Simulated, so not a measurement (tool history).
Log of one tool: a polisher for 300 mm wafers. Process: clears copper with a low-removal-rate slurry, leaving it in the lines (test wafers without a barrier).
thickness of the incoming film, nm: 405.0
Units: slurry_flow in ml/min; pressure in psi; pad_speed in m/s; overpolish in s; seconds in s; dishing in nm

| run | hour | slurry_flow | pressure | pad_speed | slurry_solids | overpolish | seconds | dishing |
|---|---|---|---|---|---|---|---|---|
| 1 | 0.0 | 200 | 2.2 | 1.10 | 1.0 | 23 | 133.030 | 24.967 |
| 2 | 1.5 | 200 | 2.2 | 0.86 | 1.0 | 23 | 167.030 | 22.276 |
| 3 | 7.3 | 200 | 2.2 | 1.00 | 1.0 | 23 | 143.190 | 24.372 |
| 4 | 12.7 | 200 | 2.2 | 1.00 | 1.0 | 30 | 144.830 | 26.885 |
| 5 | 14.1 | 165 | 2.2 | 1.00 | 1.0 | 30 | 150.290 | 26.150 |
| 6 | 20.7 | 175 | 2.4 | 1.00 | 1.0 | 29 | 133.760 | 27.293 |
| 7 | 23.9 | 215 | 3.0 | 1.02 | 1.0 | 24 | 102.560 | 28.106 |
| 8 | 32.3 | 215 | 3.1 | 1.02 | 1.0 | 25 | 100.730 | 28.889 |
| 9 | 36.9 | 215 | 3.2 | 1.02 | 1.0 | 25 | 99.502 | 28.518 |
| 10 | 39.5 | 215 | 3.2 | 1.02 | 1.0 | 25 | 96.843 | 29.106 |

The next listed run, before its measurement:
| 11 | 45.3 | 215 | 3.3 | 1.02 | 1.0 | 26 | ? | ? |

seconds: 92.316 s
dishing: 29.797 nm
